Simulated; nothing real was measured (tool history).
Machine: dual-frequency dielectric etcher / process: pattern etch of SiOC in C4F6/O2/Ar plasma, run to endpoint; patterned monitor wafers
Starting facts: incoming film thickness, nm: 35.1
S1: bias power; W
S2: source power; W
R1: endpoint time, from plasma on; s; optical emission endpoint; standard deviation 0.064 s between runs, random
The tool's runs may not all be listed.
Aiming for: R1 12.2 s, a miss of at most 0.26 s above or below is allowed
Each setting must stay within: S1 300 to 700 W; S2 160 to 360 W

run,hour,S1,S2,R1
1,0,500,260,13.19
2,5.6,500,230,14.346
3,9.7,500,200,15.606
4,18.2,565,200,15.046
5,19.6,565,160,18.836
6,23.3,501,160,19.429
7,27.8,601,210,14.36
8,33.6,610,210,14.228

Below are 5 possible settings for the next run. Only one of them brings all results inside the allowed miss of their targets. Which is it?
A,39.4,654,290,?
B,39.4,643,260,?
C,39.4,559,180,?
D,39.4,662,280,?
E,39.4,673,280,?

move,R1
A,11.468
B,12.256
C,16.33
D,11.648
E,11.589
A: pushes the last run's worst result past its target
B: meets every target
C: moves away from the targets compared with the last run
D: pushes the last run's worst result past its target
E: pushes the last run's worst result past its target
The move that meets every target is B.
